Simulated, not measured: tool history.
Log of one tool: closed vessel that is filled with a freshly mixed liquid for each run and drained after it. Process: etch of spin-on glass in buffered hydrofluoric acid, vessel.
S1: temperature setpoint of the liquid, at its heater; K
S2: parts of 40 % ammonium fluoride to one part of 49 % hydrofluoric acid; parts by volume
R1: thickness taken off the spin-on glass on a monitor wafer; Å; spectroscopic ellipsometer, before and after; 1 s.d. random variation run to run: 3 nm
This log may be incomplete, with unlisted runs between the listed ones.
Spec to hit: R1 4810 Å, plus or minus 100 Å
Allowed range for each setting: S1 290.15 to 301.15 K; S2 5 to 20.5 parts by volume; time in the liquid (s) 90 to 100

Run 1, hour 0: S1 293.15 K, S2 12.5 parts by volume, time in the liquid (s) 90. Result: R1 1804.8 Å.
Run 2, hour 7: S1 293.15 K, S2 12.5 parts by volume, time in the liquid (s) 90. Result: R1 1780.3 Å.
Run 3, hour 15.7: S1 293.15 K, S2 12.5 parts by volume, time in the liquid (s) 100. Result: R1 2004.1 Å.
Run 4, hour 19.2: S1 296.15 K, S2 12.5 parts by volume, time in the liquid (s) 100. Result: R1 2321.2 Å.
Run 5, hour 22.7: S1 296.65 K, S2 11.5 parts by volume, time in the liquid (s) 100. Result: R1 2607.9 Å.
Run 6, hour 29.7: S1 297.15 K, S2 11 parts by volume, time in the liquid (s) 100. Result: R1 2781.4 Å.
Run 7, hour 33.3: S1 297.65 K, S2 10.5 parts by volume, time in the liquid (s) 100. Result: R1 3004.7 Å.
Run 8, hour 39.7: S1 298.15 K, S2 10 parts by volume, time in the liquid (s) 100. Result: R1 3238.8 Å.
Run 9, hour 46.1: S1 298.65 K, S2 9.5 parts by volume, time in the liquid (s) 100. Result: R1 3443.4 Å.
Run 10, hour 47.8: S1 299.15 K, S2 9 parts by volume, time in the liquid (s) 100. Result: R1 3664.4 Å.
Run 11, hour 50: S1 301.15 K, S2 6.5 parts by volume, time in the liquid (s) 100. Result: R1 5705.6 Å.
Run 12, hour 51.7: S1 300.65 K, S2 6.5 parts by volume, time in the liquid (s) 100. Result: R1 5594 Å.
Run 13, hour 55.2: S1 300.15 K, S2 6.5 parts by volume, time in the liquid (s) 100. Result: R1 5390.1 Å.
Run 14, hour 60.6: S1 299.65 K, S2 6.5 parts by volume, time in the liquid (s) 100. Result: R1 5262 Å.
Run 15, hour 64.2: S1 299.15 K, S2 6.5 parts by volume, time in the liquid (s) 100. Result: R1 5122.4 Å.

Which single option among these 5 for the next run brings every result within its allowed miss of target? Just one does.
Run A, hour 67.8: S1 300.15 K, S2 6 parts by volume, time in the liquid (s) 100. Result: R1 ?.
Run B, hour 67.8: S1 298.65 K, S2 5.5 parts by volume, time in the liquid (s) 100. Result: R1 ?.
Run C, hour 67.8: S1 300.65 K, S2 6 parts by volume, time in the liquid (s) 95. Result: R1 ?.
Run D, hour 67.8: S1 299.65 K, S2 6 parts by volume, time in the liquid (s) 100. Result: R1 ?.
Run E, hour 67.8: S1 301.15 K, S2 7 parts by volume, time in the liquid (s) 90. Result: R1 ?.

move      R1
   A  5825.5
   B  5786.3
   C  5683.6
   D  5671.9
   E  4838.6
A: moves away from the targets compared with the last run
B: moves away from the targets compared with the last run
C: moves away from the targets compared with the last run
D: moves away from the targets compared with the last run
E: each result inside its tolerance
Go with E: it meets all targets.
